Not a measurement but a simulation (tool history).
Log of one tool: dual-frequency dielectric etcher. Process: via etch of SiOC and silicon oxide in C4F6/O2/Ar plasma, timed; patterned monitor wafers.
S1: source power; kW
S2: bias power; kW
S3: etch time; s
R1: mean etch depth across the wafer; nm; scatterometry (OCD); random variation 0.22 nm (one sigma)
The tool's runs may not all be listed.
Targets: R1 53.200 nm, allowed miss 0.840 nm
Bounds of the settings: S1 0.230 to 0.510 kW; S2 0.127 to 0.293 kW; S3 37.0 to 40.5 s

run 1 hour=0.0 | S1=0.370 S2=0.210 S3=40.5 | R1=45.873
run 2 hour=7.5 | S1=0.370 S2=0.187 S3=40.5 | R1=43.965
run 3 hour=9.1 | S1=0.330 S2=0.187 S3=40.5 | R1=41.662
run 4 hour=15.7 | S1=0.290 S2=0.187 S3=40.5 | R1=39.181
run 5 hour=18.0 | S1=0.350 S2=0.187 S3=40.5 | R1=42.966
run 6 hour=19.6 | S1=0.380 S2=0.187 S3=40.5 | R1=44.312
run 7 hour=24.1 | S1=0.420 S2=0.192 S3=40.5 | R1=46.762
run 8 hour=30.0 | S1=0.450 S2=0.197 S3=40.5 | R1=49.053
run 9 hour=36.1 | S1=0.470 S2=0.200 S3=40.5 | R1=50.148
run 10 hour=41.4 | S1=0.470 S2=0.200 S3=40.5 | R1=50.258
run 11 hour=42.6 | S1=0.480 S2=0.202 S3=40.5 | R1=51.036

4 next moves are on the table. One of them brings every result within its allowed miss. Which?
run A hour=43.8 | S1=0.510 S2=0.230 S3=40.5 | R1=?
run B hour=43.8 | S1=0.510 S2=0.213 S3=40.5 | R1=?
run C hour=43.8 | S1=0.510 S2=0.249 S3=39.5 | R1=?
run D hour=43.8 | S1=0.510 S2=0.249 S3=40.0 | R1=?

move=A R1=55.222
move=B R1=53.805
move=C R1=55.344
move=D R1=56.045
A: takes the result that was furthest off past its target
B: meets every target
C: takes the result that was furthest off past its target
D: takes the result that was furthest off past its target
Answer: B
